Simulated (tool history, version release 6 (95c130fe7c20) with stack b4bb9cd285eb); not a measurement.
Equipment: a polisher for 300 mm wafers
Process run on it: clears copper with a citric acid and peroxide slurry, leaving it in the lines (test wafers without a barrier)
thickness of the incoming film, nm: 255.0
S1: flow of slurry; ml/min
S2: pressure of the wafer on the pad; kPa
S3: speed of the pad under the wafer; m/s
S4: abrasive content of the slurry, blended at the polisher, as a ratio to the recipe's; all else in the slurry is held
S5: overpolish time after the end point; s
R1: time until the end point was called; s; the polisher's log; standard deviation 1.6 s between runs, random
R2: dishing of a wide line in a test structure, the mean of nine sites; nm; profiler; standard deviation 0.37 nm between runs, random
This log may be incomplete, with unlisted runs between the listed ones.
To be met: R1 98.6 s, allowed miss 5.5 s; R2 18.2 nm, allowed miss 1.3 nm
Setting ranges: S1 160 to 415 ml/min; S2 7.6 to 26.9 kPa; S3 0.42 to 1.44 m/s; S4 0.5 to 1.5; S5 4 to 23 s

Run 1, hour 0: S1 265 ml/min, S2 17.2 kPa, S3 0.92 m/s, S4 1, S5 12 s. Result: R1 142.62 s, R2 16.757 nm.
Run 2, hour 2.8: S1 265 ml/min, S2 17.9 kPa, S3 0.92 m/s, S4 1, S5 12 s. Result: R1 135.87 s, R2 17.116 nm.
Run 3, hour 9.8: S1 265 ml/min, S2 18.6 kPa, S3 0.92 m/s, S4 1, S5 12 s. Result: R1 129.96 s, R2 18.052 nm.
Run 4, hour 15: S1 265 ml/min, S2 18.6 kPa, S3 0.92 m/s, S4 1, S5 9 s. Result: R1 128.73 s, R2 14.121 nm.
Run 5, hour 18.7: S1 265 ml/min, S2 18.6 kPa, S3 0.92 m/s, S4 1.2, S5 9 s. Result: R1 130.44 s, R2 14.609 nm.
Run 6, hour 24: S1 265 ml/min, S2 19.3 kPa, S3 0.92 m/s, S4 1.2, S5 9 s. Result: R1 126.54 s, R2 14.656 nm.
Run 7, hour 25.2: S1 265 ml/min, S2 20 kPa, S3 0.92 m/s, S4 1.2, S5 9 s. Result: R1 116.07 s, R2 15.47 nm.
Run 8, hour 29.6: S1 265 ml/min, S2 21.4 kPa, S3 0.92 m/s, S4 1.2, S5 9 s. Result: R1 111.1 s, R2 16.144 nm.
Run 9, hour 38.3: S1 265 ml/min, S2 22.8 kPa, S3 0.92 m/s, S4 1.2, S5 9 s. Result: R1 106.22 s, R2 17.601 nm.

Which of these 4 next moves meets every target?
Run A, hour 47: S1 225 ml/min, S2 24.8 kPa, S3 0.92 m/s, S4 1.25, S5 9 s. Result: R1 ?, R2 ?.
Run B, hour 47: S1 325 ml/min, S2 25.5 kPa, S3 0.74 m/s, S4 1.15, S5 9 s. Result: R1 ?, R2 ?.
Run C, hour 47: S1 260 ml/min, S2 22.8 kPa, S3 0.98 m/s, S4 1.25, S5 7 s. Result: R1 ?, R2 ?.
Run D, hour 47: S1 345 ml/min, S2 20.7 kPa, S3 1.16 m/s, S4 1.5, S5 7 s. Result: R1 ?, R2 ?.

move      R1      R2
   A  98.529  17.961
   B  114.05  15.706
   C  100.27   13.98
   D  89.041  15.581
A: every result within its allowed miss
B: its largest miss is bigger than the last run's
C: the worst result of the last run now meets its target, but another is out of spec
D: the result that was furthest off in the last run now lies on the other side of its target
A is the move that brings every result within its allowed miss.

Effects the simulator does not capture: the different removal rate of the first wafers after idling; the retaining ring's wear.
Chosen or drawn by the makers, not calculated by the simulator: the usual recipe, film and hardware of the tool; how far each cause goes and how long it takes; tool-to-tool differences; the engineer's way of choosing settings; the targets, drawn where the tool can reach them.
